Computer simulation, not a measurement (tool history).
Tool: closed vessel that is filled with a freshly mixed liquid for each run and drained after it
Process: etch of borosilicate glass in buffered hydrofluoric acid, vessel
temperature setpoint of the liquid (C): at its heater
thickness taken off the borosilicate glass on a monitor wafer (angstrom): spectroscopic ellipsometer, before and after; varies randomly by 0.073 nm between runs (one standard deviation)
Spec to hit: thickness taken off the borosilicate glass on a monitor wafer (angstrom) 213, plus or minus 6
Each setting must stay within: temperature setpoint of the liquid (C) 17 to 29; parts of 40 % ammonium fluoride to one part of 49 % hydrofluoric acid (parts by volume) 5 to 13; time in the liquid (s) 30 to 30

run	hour	temperature setpoint of the liquid (C)	parts of 40 % ammonium fluoride to one part of 49 % hydrofluoric acid (parts by volume)	time in the liquid (s)	thickness taken off the borosilicate glass on a monitor wafer (angstrom)
1	0	21	8	30	353.51
2	8.3	19.5	8	30	327.64
3	9.9	19	8.5	30	296.35
4	17.5	19	8.5	30	297.85
5	19.8	19	8.5	30	298.38
6	27.9	21	8.5	30	331.46
7	28.5	20	9	30	294.5
8	34.6	19.5	9.5	30	276.86
9	43.2	19	10	30	260.39
10	47.7	18.5	10.5	30	242.48
11	54.8	18	10.5	30	233.96

Next run, 4 choices. One meets every target within its allowed miss, the rest don't. Which?
A	61.9	17.5	10.5	30	?
B	61.9	19	10	30	?
C	61.9	17	11	30	?
D	61.9	19.5	10.5	30	?

move	thickness taken off the borosilicate glass on a monitor wafer (angstrom)
A	227.94
B	259.91
C	211.7
D	254.58
A: an improvement on the last run, though not all results are within tolerance
B: its largest miss is bigger than the last run's
C: every result lands within tolerance
D: its largest miss is bigger than the last run's
Correct choice: C, which meets every target

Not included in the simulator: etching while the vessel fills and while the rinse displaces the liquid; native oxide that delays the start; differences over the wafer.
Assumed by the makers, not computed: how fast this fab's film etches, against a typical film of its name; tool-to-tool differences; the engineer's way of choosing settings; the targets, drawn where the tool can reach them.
